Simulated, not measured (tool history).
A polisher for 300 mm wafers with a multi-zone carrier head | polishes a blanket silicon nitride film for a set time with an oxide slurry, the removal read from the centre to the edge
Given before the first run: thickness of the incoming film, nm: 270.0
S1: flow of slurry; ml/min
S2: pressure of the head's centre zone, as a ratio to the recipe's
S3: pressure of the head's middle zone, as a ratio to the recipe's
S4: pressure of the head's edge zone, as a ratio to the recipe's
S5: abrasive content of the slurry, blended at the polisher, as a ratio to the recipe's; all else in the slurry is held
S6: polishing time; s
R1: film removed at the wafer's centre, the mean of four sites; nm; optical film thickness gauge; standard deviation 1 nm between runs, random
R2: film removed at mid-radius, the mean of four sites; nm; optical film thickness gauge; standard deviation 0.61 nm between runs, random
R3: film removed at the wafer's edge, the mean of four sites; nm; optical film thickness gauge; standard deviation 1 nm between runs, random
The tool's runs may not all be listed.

run,hour,S1,S2,S3,S4,S5,S6,R1,R2,R3
1,0,160,1,1,1,1,84,69.445,67.806,71.1
2,8.9,160,1,0.96,1,1,84,70.282,65.717,69.371
3,13,160,1,0.96,0.95,1,84,70.133,66.244,68.971
4,19.8,165,1.03,0.94,1.01,1.1,87,78.538,70.093,76.501
5,24.7,175,1.07,0.94,1.05,1.2,88,85.9,72.954,82.874
6,29.5,185,1.1,0.95,1.07,1.25,89,91.544,76.536,86.501
7,31.9,195,1.12,0.95,1.09,1.3,90,96.172,78.711,88.856
8,35.5,195,1.13,0.94,1.11,1.35,92,100.81,80.951,92.619

Forecast run 9:
9,41.8,195,1.14,0.93,1.13,1.4,93,?,?,?

{"run 9": {"R1": 103.34, "R2": 83.028, "R3": 94.645}}
